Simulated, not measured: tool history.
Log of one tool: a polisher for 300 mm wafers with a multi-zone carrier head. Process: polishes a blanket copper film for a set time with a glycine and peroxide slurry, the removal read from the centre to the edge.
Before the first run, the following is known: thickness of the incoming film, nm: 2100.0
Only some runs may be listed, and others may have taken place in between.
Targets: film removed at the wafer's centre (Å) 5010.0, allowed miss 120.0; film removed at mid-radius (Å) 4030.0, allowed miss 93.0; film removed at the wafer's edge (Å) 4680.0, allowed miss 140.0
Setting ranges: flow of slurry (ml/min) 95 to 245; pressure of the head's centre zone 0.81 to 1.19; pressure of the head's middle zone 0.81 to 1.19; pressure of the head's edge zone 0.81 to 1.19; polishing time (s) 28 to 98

run	hour	flow of slurry (ml/min)	pressure of the head's centre zone	pressure of the head's middle zone	pressure of the head's edge zone	polishing time (s)	film removed at the wafer's centre (Å)	film removed at mid-radius (Å)	film removed at the wafer's edge (Å)
1	0.0	155	1.00	1.00	1.00	63	4620.3	4627.6	4752.2
2	3.8	170	1.00	1.00	1.00	63	4764.3	4718.5	4768.4
3	8.3	170	1.00	1.03	1.00	63	4696.7	4822.5	4790.2
4	10.3	165	1.01	1.01	1.01	63	4753.9	4750.0	4802.8
5	11.1	165	1.01	1.01	1.06	63	4765.0	4752.0	4890.0
6	14.3	165	1.01	1.01	1.01	63	4691.7	4766.5	4846.6
7	22.2	165	1.02	0.98	0.99	63	4806.6	4564.8	4825.6
8	25.2	165	1.03	0.97	0.98	63	4756.5	4593.1	4825.2
9	31.1	170	1.05	0.95	0.96	62	4892.6	4404.4	4633.4

Next run, 4 choices. One meets every target within its allowed miss, the rest don't. Which?
A	37.0	185	1.14	0.86	1.01	60	?	?	?
B	37.0	135	1.08	0.93	1.00	64	?	?	?
C	37.0	130	1.06	0.81	1.01	68	?	?	?
D	37.0	190	1.08	0.84	0.97	61	?	?	?

move	film removed at the wafer's centre (Å)	film removed at mid-radius (Å)	film removed at the wafer's edge (Å)
A	5196.8	4020.3	4727.4
B	4871.0	4284.7	4796.6
C	5024.1	4027.5	5092.5
D	5031.4	4030.7	4756.7
A: meets the target for the result that was furthest off, but another lies outside its allowed miss
B: moves toward the targets from the last run without getting all of them in spec
C: meets the target for the result that was furthest off, but another lies outside its allowed miss
D: every result within its allowed miss
The move that meets every target is D.

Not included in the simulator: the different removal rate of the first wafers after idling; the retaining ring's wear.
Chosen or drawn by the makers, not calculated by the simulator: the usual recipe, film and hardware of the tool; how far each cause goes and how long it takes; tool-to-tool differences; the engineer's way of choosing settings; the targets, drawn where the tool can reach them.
